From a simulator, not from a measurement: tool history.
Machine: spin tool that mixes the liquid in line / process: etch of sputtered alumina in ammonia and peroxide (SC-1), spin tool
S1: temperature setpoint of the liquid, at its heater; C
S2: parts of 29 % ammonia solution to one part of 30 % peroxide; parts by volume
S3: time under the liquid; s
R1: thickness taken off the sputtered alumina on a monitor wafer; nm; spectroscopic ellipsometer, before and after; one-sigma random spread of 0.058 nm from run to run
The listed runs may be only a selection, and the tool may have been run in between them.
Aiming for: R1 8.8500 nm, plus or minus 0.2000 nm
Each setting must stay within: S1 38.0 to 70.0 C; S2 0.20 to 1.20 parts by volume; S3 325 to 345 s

run,hour,S1,S2,S3,R1
1,0.0,54.0,0.75,325,16.9650
2,6.1,54.0,0.75,325,16.9100
3,6.9,51.0,0.75,325,14.3680
4,8.3,51.0,0.60,325,14.0580
5,12.7,49.0,0.60,325,12.5810
6,17.9,47.5,0.60,325,11.7250
7,24.1,46.5,0.60,325,10.9100
8,29.6,42.0,0.60,325,8.4852

Exercise: of the 5 proposed moves below, exactly one satisfies all targets within the stated allowed misses. Which move is it?
A,35.1,41.0,0.65,325,?
B,35.1,44.0,0.30,325,?
C,35.1,41.0,0.45,345,?
D,35.1,40.5,0.75,325,?
E,35.1,41.5,0.60,325,?

move,R1
A,8.0638
B,8.9136
C,8.2649
D,7.9383
E,8.2399
A: its largest miss is bigger than the last run's
B: hits every target within its allowed miss
C: its largest miss is bigger than the last run's
D: its largest miss is bigger than the last run's
E: its largest miss is bigger than the last run's
Go with B: it meets all targets.
